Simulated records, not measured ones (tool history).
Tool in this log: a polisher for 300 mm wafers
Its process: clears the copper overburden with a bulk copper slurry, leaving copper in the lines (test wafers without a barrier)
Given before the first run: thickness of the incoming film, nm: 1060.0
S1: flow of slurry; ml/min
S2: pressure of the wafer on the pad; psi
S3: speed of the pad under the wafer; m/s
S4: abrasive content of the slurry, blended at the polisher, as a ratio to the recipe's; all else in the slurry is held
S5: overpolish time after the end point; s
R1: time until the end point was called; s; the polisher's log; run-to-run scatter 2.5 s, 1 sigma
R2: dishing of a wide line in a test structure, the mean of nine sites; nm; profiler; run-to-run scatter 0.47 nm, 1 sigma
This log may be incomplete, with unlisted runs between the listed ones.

| run | hour | S1 | S2 | S3 | S4 | S5 | R1 | R2 |
|---|---|---|---|---|---|---|---|---|
| 1 | 0 | 310 | 2.9 | 1.38 | 1 | 9 | 73.226 | 82.39 |
| 2 | 6 | 310 | 3.5 | 1.38 | 1 | 9 | 60.083 | 93.896 |
| 3 | 10.8 | 310 | 3 | 1.24 | 1 | 8 | 75.933 | 70.765 |
| 4 | 11.7 | 310 | 3 | 1.24 | 0.85 | 8 | 81.351 | 68.329 |
| 5 | 19.8 | 310 | 2.6 | 1.18 | 0.85 | 8 | 100.51 | 57.325 |
| 6 | 26.7 | 310 | 2.3 | 1.18 | 0.85 | 8 | 111.88 | 50.952 |
| 7 | 31.3 | 310 | 2.1 | 1.18 | 0.85 | 8 | 118.28 | 47.402 |

Run 8, settings as shown, results not yet in. Your forecast:
| 8 | 40.2 | 310 | 1.9 | 1.18 | 0.85 | 8 | ? | ? |

{"run 8": {"R1": 131.35, "R2": 43.001}}

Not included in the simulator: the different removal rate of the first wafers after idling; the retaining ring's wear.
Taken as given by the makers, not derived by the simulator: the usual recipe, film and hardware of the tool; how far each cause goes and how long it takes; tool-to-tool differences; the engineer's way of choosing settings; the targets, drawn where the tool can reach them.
